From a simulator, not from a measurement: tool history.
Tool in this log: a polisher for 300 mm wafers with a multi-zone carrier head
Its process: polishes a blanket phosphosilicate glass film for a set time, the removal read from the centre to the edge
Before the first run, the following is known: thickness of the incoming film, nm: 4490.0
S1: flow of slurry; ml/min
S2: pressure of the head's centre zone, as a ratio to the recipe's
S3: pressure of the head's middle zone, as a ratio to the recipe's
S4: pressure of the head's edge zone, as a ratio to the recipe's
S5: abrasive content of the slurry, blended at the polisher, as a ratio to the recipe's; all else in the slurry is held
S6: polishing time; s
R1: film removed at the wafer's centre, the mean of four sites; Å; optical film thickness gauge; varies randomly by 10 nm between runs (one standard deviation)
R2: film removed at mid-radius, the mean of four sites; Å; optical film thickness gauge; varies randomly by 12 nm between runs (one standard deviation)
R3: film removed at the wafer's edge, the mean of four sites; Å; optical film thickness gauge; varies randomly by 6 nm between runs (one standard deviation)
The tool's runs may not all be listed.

run,hour,S1,S2,S3,S4,S5,S6,R1,R2,R3
1,0.0,200,1.00,1.00,1.00,1.00,74,5314.4,5125.1,5433.0
2,7.8,200,1.00,1.00,0.93,1.00,74,5312.8,5273.2,5194.5
3,12.9,200,1.00,1.00,1.01,1.00,74,5249.9,5337.3,5492.7
4,16.3,200,1.00,1.07,1.01,1.00,74,5229.1,5638.8,5424.9
5,22.4,210,1.02,1.09,1.03,1.10,75,5700.8,6087.3,5815.5
6,25.2,215,1.03,1.11,1.04,1.20,77,6172.3,6471.2,6301.0
7,28.7,225,1.03,1.13,1.03,1.25,79,6380.1,6879.1,6515.1
8,33.7,230,1.03,1.14,1.02,1.30,81,6725.6,7211.0,6625.9

Expected results for the next run?
9,39.4,235,1.03,1.15,1.03,1.35,83,?,?,?

R1: 6913.5 Å
R2: 7764.4 Å
R3: 7021.8 Å
